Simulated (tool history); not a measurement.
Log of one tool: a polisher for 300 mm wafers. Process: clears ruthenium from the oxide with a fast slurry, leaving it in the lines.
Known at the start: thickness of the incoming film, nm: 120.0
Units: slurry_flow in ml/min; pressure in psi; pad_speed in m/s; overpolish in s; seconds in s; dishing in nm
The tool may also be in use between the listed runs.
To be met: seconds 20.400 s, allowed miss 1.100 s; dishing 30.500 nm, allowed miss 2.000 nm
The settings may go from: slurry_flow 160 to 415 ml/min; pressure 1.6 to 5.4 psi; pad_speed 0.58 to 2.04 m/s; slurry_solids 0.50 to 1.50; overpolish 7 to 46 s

run  hour  slurry_flow  pressure  pad_speed  slurry_solids  overpolish  seconds  dishing
  1   0.0          265       3.5       1.30           1.00          24   22.057   86.069
  2   8.1          210       3.5       1.30           1.00          24   22.270   82.817
  3   9.6          200       3.5       1.30           1.00          21   22.805   73.765
  4  16.0          265       3.5       1.30           1.00          21   21.144   75.827
  5  20.0          290       3.4       1.30           1.00          19   22.480   68.428
  6  24.0          290       3.4       1.30           1.00          13   21.833   48.899
  7  31.8          295       3.4       1.30           1.00          12   22.145   44.839
  8  40.7          310       3.4       1.28           1.00          11   22.086   42.271
  9  41.3          325       3.5       1.22           1.05          10   21.931   40.246
 10  48.4          340       3.5       1.18           1.10          10   22.297   39.429
 11  52.8          350       3.5       1.14           1.15          10   22.311   38.536
 12  56.9          360       3.5       1.12           1.20          10   22.447   38.952
 13  62.2          370       3.6       1.08           1.15          10   23.149   38.546
 14  63.2          295       2.8       1.30           1.40           7   23.045   28.017

Which of these 5 next moves meets every target?
  A  64.2          295       2.9       1.40           1.50           7        ?        ?
  B  64.2          380       3.2       1.40           1.50           7        ?        ?
  C  64.2          255       2.2       1.58           1.45           7        ?        ?
  D  64.2          315       2.7       1.32           1.35           7        ?        ?
  E  64.2          295       2.3       1.28           1.45          10        ?        ?

move  seconds  dishing
   A   20.544   30.372
   B   18.314   33.775
   C   24.426   25.838
   D   24.104   26.162
   E   28.344   31.369
A: meets every target
B: takes the result that was furthest off past its target
C: further off than the last run
D: further off than the last run
E: further off than the last run
The right move is A.

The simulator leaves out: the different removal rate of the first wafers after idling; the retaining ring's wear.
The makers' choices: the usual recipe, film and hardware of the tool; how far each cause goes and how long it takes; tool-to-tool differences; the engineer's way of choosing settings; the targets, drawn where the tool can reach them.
